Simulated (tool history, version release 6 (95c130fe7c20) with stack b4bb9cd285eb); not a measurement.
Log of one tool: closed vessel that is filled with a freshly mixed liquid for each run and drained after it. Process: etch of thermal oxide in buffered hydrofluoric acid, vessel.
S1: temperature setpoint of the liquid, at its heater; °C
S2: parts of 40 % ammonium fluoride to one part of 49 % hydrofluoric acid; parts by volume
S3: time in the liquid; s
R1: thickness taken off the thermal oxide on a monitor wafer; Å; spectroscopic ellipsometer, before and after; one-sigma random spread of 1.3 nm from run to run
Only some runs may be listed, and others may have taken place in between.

run	hour	S1	S2	S3	R1
1	0.0	22.0	14.5	100	711.85
2	1.6	22.0	18.0	100	566.19
3	4.3	22.0	18.0	110	641.25
4	9.9	22.0	18.0	110	631.18
5	10.9	22.0	18.0	110	623.32
6	17.1	24.5	16.5	110	786.80
7	18.0	26.5	15.0	110	958.58
8	21.1	27.5	14.0	110	1072.00

For run 9, what comes out?
9	27.5	30.0	12.0	110	?

R1: 1412.60 Å

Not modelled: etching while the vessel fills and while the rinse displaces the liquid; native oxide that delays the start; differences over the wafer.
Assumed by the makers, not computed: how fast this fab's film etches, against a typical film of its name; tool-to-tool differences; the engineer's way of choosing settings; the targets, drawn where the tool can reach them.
